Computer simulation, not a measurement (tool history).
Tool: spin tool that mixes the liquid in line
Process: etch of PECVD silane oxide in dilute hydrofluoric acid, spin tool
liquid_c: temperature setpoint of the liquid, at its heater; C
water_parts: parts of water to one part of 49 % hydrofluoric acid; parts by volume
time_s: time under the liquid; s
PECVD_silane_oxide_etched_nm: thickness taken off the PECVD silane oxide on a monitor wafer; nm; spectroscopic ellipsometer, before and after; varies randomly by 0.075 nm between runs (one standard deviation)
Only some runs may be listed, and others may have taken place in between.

{"run": 1, "hour": 0.0, "liquid_c": 23, "water_parts": 140, "time_s": 75, "PECVD_silane_oxide_etched_nm": 20.026}
{"run": 2, "hour": 2.9, "liquid_c": 21, "water_parts": 140, "time_s": 75, "PECVD_silane_oxide_etched_nm": 18.82}
{"run": 3, "hour": 10.1, "liquid_c": 20.5, "water_parts": 140, "time_s": 75, "PECVD_silane_oxide_etched_nm": 18.276}
{"run": 4, "hour": 17.4, "liquid_c": 20.5, "water_parts": 175, "time_s": 75, "PECVD_silane_oxide_etched_nm": 14.299}
{"run": 5, "hour": 18.1, "liquid_c": 21, "water_parts": 175, "time_s": 75, "PECVD_silane_oxide_etched_nm": 14.478}
{"run": 6, "hour": 19.4, "liquid_c": 21.5, "water_parts": 175, "time_s": 75, "PECVD_silane_oxide_etched_nm": 14.723}
{"run": 7, "hour": 21.4, "liquid_c": 22, "water_parts": 175, "time_s": 75, "PECVD_silane_oxide_etched_nm": 14.973}

Forecast run 8:
{"run": 8, "hour": 22.4, "liquid_c": 22.5, "water_parts": 175, "time_s": 75, "PECVD_silane_oxide_etched_nm": "?"}

{"run 8": {"PECVD_silane_oxide_etched_nm": 15.207}}

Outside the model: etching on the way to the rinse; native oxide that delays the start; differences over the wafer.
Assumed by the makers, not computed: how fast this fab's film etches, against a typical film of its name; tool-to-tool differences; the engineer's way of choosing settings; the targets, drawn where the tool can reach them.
